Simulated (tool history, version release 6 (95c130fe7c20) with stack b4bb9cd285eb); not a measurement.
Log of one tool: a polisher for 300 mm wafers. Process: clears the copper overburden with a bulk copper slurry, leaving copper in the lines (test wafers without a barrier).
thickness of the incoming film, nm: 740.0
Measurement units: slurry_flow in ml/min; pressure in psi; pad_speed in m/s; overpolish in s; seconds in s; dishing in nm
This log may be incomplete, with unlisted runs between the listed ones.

| run | hour | slurry_flow | pressure | pad_speed | slurry_solids | overpolish | seconds | dishing |
|---|---|---|---|---|---|---|---|---|
| 1 | 0 | 130 | 3 | 1.32 | 1 | 18 | 55.514 | 107.91 |
| 2 | 3.2 | 130 | 3 | 1.12 | 1 | 18 | 63.999 | 98.784 |
| 3 | 4.2 | 145 | 2.8 | 1.28 | 1.1 | 15 | 59.367 | 93.033 |
| 4 | 5.3 | 145 | 2.8 | 1.28 | 1 | 15 | 59.554 | 89.33 |
| 5 | 14.3 | 155 | 2.8 | 1.4 | 0.9 | 13 | 56.154 | 87.852 |
| 6 | 17.8 | 155 | 3.4 | 1.4 | 0.9 | 13 | 45.469 | 101.72 |
| 7 | 26.4 | 165 | 3.2 | 1.54 | 0.8 | 11 | 46.683 | 92.234 |
| 8 | 29.8 | 175 | 3 | 1.66 | 0.85 | 10 | 42.231 | 89.62 |

Predict the results of run 9:
| 9 | 32.4 | 180 | 2.7 | 1.74 | 0.95 | 9 | ? | ? |

{"run 9": {"seconds": 45.903, "dishing": 77.309}}
